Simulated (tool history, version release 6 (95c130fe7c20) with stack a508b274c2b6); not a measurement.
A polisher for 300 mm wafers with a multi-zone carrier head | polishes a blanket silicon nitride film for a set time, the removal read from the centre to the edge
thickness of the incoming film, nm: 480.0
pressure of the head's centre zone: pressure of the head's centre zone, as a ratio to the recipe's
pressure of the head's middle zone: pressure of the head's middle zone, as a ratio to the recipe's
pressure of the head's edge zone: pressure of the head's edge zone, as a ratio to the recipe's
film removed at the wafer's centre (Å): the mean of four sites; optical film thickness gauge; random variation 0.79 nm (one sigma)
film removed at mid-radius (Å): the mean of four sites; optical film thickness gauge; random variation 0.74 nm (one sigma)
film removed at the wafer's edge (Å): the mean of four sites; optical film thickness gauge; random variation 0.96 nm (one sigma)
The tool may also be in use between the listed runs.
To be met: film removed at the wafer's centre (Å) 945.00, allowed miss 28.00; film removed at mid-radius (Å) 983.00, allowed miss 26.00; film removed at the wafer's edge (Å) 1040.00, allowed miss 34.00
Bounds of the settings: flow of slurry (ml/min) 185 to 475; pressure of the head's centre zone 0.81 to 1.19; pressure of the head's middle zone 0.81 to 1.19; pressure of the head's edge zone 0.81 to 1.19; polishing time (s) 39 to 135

run,hour,flow of slurry (ml/min),pressure of the head's centre zone,pressure of the head's middle zone,pressure of the head's edge zone,polishing time (s),film removed at the wafer's centre (Å),film removed at mid-radius (Å),film removed at the wafer's edge (Å)
1,0.0,305,1.00,1.00,1.00,87,1734.30,1783.40,1814.20
2,4.4,305,1.00,1.03,1.00,87,1790.10,1806.60,1849.60
3,9.5,290,0.99,0.96,0.98,73,1453.20,1416.30,1516.50
4,11.2,290,0.95,0.95,0.93,65,1264.40,1258.70,1314.50
5,12.3,290,0.95,0.95,1.01,65,1236.60,1263.70,1362.70
6,15.9,340,0.95,0.95,1.01,65,1259.40,1263.80,1382.10
7,20.9,330,0.91,0.92,0.95,61,1119.00,1157.80,1253.60
8,27.1,325,0.89,0.90,0.91,58,1059.40,1083.90,1163.80
9,32.0,270,0.81,0.84,0.81,56,903.88,979.08,1061.30
10,35.3,275,0.83,0.85,0.81,55,922.78,970.54,1063.60
11,38.7,280,0.84,0.87,0.81,54,907.27,976.92,1012.70

5 next moves are on the table. One of them brings every result within its allowed miss. Which?
A,42.1,210,0.86,0.94,0.81,53,?,?,?
B,42.1,255,0.81,0.89,0.90,53,?,?,?
C,42.1,210,0.88,0.88,0.84,55,?,?,?
D,42.1,310,0.86,0.93,0.84,51,?,?,?
E,42.1,415,0.81,0.87,0.81,52,?,?,?

move,film removed at the wafer's centre (Å),film removed at mid-radius (Å),film removed at the wafer's edge (Å)
A,900.55,1005.40,986.98
B,861.41,975.04,1046.90
C,956.06,987.50,1041.50
D,894.43,986.55,986.32
E,875.93,969.90,1004.80
A: further off than the last run
B: further off than the last run
C: meets every target
D: further off than the last run
E: further off than the last run
Move C is the one to make.
